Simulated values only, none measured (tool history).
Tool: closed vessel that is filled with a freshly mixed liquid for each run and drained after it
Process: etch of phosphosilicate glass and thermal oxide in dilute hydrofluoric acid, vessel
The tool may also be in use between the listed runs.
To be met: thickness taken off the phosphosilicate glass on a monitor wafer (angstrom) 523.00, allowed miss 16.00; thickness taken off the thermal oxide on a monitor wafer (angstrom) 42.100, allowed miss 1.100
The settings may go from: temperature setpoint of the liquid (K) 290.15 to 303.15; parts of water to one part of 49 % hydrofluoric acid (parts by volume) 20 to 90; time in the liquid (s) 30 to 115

run  hour  temperature setpoint of the liquid (K)  parts of water to one part of 49 % hydrofluoric acid (parts by volume)  time in the liquid (s)  thickness taken off the phosphosilicate glass on a monitor wafer (angstrom)  thickness taken off the thermal oxide on a monitor wafer (angstrom)
  1   0.0                                  295.15                                                                      50                      60                                                                       730.22                                                               58.738
  2   6.6                                  293.15                                                                      50                      60                                                                       685.21                                                               53.408
  3  13.1                                  293.15                                                                      50                      80                                                                       906.37                                                               71.955
  4  16.7                                  293.15                                                                      50                     100                                                                      1098.40                                                               89.822
  5  20.0                                  293.15                                                                      50                     110                                                                      1241.00                                                               98.707
  6  29.1                                  293.15                                                                      65                     110                                                                       921.80                                                               74.993
  7  34.7                                  292.65                                                                      70                     110                                                                       853.54                                                               67.270
  8  36.1                                  292.65                                                                      70                     110                                                                       844.52                                                               67.738
  9  44.9                                  292.15                                                                      75                     110                                                                       769.87                                                               62.089
 10  51.9                                  291.65                                                                      80                     110                                                                       690.51                                                               55.567

4 next moves are on the table. One of them brings every result within its allowed miss. Which?
  A  58.9                                  295.65                                                                      70                      65                                                                            ?                                                                    ?
  B  58.9                                  292.15                                                                      85                      90                                                                            ?                                                                    ?
  C  58.9                                  292.65                                                                      90                      90                                                                            ?                                                                    ?
  D  58.9                                  295.65                                                                      90                      85                                                                            ?                                                                    ?

move  thickness taken off the phosphosilicate glass on a monitor wafer (angstrom)  thickness taken off the thermal oxide on a monitor wafer (angstrom)
   A                                                                       553.66                                                               45.326
   B                                                                       536.55                                                               43.925
   C                                                                       514.53                                                               42.123
   D                                                                       549.52                                                               44.987
A: nearer than the last run, and not there yet
B: nearer than the last run, and not there yet
C: meets every target
D: nearer than the last run, and not there yet
The right move is C.
